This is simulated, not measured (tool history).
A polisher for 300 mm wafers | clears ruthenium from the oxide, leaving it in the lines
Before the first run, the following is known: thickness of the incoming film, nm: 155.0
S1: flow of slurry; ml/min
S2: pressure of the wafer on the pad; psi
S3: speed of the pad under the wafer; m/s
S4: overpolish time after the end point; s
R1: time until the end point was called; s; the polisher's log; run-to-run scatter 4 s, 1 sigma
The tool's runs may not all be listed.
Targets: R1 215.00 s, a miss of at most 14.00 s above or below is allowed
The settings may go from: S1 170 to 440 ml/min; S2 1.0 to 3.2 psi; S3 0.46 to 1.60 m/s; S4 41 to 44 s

run	hour	S1	S2	S3	S4	R1
1	0.0	280	2.1	1.02	41	149.03
2	5.3	280	2.1	1.02	41	154.32
3	6.3	280	2.0	1.02	41	158.06
4	10.8	280	1.9	1.02	41	166.33
5	18.3	280	2.4	1.02	41	134.01
6	23.5	280	2.7	1.02	41	117.34
7	32.3	280	2.5	1.00	41	131.08
8	35.3	280	2.4	0.98	41	139.30
9	41.5	280	1.8	0.90	41	194.16

Consider the 4 candidate settings below. Which is the only one whose results all fall within their allowed miss of target?
A	47.7	230	1.7	0.84	44	?
B	47.7	245	1.5	0.82	42	?
C	47.7	315	1.5	0.72	41	?
D	47.7	285	2.0	1.02	41	?

move	R1
A	221.34
B	252.18
C	269.06
D	161.44
A: in spec on every target
B: moves the result that the last run missed by most past its target, out the other side
C: moves the result that the last run missed by most past its target, out the other side
D: moves away from the targets compared with the last run
The right move is A.
